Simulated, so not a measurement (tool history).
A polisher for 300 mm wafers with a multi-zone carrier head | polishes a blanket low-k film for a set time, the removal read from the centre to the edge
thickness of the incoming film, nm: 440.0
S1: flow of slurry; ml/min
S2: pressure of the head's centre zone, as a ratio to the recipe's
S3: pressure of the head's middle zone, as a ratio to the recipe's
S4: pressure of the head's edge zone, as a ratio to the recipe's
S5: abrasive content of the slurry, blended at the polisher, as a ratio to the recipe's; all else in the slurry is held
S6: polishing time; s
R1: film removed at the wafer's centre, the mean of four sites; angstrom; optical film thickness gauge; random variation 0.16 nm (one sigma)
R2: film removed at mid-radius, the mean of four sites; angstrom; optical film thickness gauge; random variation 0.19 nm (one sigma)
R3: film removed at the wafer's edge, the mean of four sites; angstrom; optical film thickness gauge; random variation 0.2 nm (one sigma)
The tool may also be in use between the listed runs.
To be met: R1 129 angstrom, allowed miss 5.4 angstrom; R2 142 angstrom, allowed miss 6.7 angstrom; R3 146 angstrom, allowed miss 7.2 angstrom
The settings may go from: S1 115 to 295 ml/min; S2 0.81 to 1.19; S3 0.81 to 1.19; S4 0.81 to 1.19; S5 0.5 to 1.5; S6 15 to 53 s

run 1 hour=0 | S1=190 S2=1 S3=1 S4=1 S5=1 S6=34 | R1=91.248 R2=93.648 R3=94.06
run 2 hour=7.6 | S1=190 S2=1 S3=1 S4=1.05 S5=1 S6=34 | R1=92.195 R2=90.49 R3=97.492
run 3 hour=12.9 | S1=190 S2=0.95 S3=1 S4=1.05 S5=1 S6=34 | R1=88.475 R2=92.042 R3=95.875
run 4 hour=21 | S1=215 S2=0.95 S3=1 S4=1.05 S5=1 S6=34 | R1=89.186 R2=94.018 R3=97.029
run 5 hour=22.2 | S1=215 S2=0.95 S3=1.03 S4=1.08 S5=1.15 S6=35 | R1=98.089 R2=104.71 R3=105.41
run 6 hour=29.4 | S1=215 S2=0.95 S3=1.03 S4=1.08 S5=1.15 S6=30 | R1=82.378 R2=89.946 R3=92.447
run 7 hour=34 | S1=230 S2=0.93 S3=1.06 S4=1.18 S5=1.4 S6=40 | R1=119.56 R2=131.28 R3=138.36
run 8 hour=41.1 | S1=235 S2=0.94 S3=1.07 S4=1.18 S5=1.45 S6=40 | R1=118.96 R2=133.78 R3=140.7
run 9 hour=48.2 | S1=235 S2=0.96 S3=1.08 S4=1.17 S5=1.45 S6=40 | R1=122.44 R2=135.2 R3=138.44

Which of these 4 next moves meets every target?
run A hour=55.3 | S1=250 S2=1.04 S3=1.03 S4=1.18 S5=1.25 S6=41 | R1=? R2=? R3=?
run B hour=55.3 | S1=190 S2=0.88 S3=0.84 S4=1.19 S5=1.4 S6=44 | R1=? R2=? R3=?
run C hour=55.3 | S1=250 S2=0.97 S3=1.09 S4=1.18 S5=1.5 S6=41 | R1=? R2=? R3=?
run D hour=55.3 | S1=295 S2=0.92 S3=1.07 S4=1.15 S5=1.5 S6=37 | R1=? R2=? R3=?

move=A R1=130.07 R2=130.39 R3=137.27
move=B R1=119.84 R2=127.54 R3=152.09
move=C R1=129.93 R2=144.45 R3=146.97
move=D R1=112.85 R2=130.74 R3=132.26
A: brings the result that was furthest off to its target, and leaves another outside
B: further off than the last run
C: meets every target
D: further off than the last run
The right move is C.
